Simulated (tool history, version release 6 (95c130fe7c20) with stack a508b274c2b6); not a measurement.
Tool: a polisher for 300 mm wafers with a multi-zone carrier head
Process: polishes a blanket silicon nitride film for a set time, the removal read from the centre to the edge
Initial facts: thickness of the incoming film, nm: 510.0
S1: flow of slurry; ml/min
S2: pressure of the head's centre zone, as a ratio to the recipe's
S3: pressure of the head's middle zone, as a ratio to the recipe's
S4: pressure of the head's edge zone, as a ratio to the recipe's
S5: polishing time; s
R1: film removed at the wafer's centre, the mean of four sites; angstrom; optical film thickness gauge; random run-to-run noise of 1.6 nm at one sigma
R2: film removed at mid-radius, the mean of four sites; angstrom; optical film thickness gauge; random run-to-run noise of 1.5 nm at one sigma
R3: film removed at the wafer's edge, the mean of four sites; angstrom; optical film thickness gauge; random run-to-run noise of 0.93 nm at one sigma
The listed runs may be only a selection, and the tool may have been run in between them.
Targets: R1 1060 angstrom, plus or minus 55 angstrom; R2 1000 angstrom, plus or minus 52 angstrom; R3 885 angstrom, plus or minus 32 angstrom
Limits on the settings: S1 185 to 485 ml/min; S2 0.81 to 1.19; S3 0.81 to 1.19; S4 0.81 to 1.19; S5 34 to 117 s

run	day	S1	S2	S3	S4	S5	R1	R2	R3
1	0	310	1	1	1	75	1052.1	1049.5	1070.4
2	0.192	310	1.02	1.01	0.96	73	1063	1035.4	1030.3
3	0.4	310	1.03	1.03	0.93	71	1047.7	1032.5	975.82
4	0.712	230	1.03	1.03	0.93	71	1007.7	978.63	946.6
5	1.083	270	1.03	1.03	0.93	71	1054.7	969.73	954
6	1.3	270	1.03	1.03	0.93	82	1217.6	1163.6	1125.7
7	1.562	265	1.03	1.04	0.91	79	1158	1104.3	1082.4
8	1.867	265	1.04	1.06	0.9	76	1111.1	1091.5	1019.8
9	2.138	260	1.05	1.06	0.88	74	1120.8	1085.8	977.29
10	2.471	255	1.05	1.06	0.87	73	1096.6	1049.2	956.77
11	2.792	250	1.05	1.06	0.86	72	1060.9	1032.5	942.32
12	2.833	245	1.06	1.06	0.85	71	1051.7	1012.7	905.65
13	3.046	240	1.07	1.06	0.84	71	1084.1	996.11	927.49
14	3.375	240	1.07	1.07	0.83	71	1090.2	1011.3	899.56

Consider the 5 candidate settings below. Which is the only one whose results all fall within their allowed miss of target?
A	3.704	195	1.01	1.02	0.86	74	?	?	?
B	3.704	225	1.09	1.09	0.82	69	?	?	?
C	3.704	285	1.07	1.04	0.83	72	?	?	?
D	3.704	210	1.18	1.07	0.81	73	?	?	?
E	3.704	260	1.16	0.99	0.81	66	?	?	?

move	R1	R2	R3
A	1041.8	991.03	941.29
B	1074.7	986.96	873.37
C	1136.1	1027	936.68
D	1217.9	1020.5	912.71
E	1116.5	901.24	843.71
A: the worst result of the last run now meets its target, but another is out of spec
B: each result inside its tolerance
C: misses by more than the last run did
D: misses by more than the last run did
E: misses by more than the last run did
The move that meets every target is B.
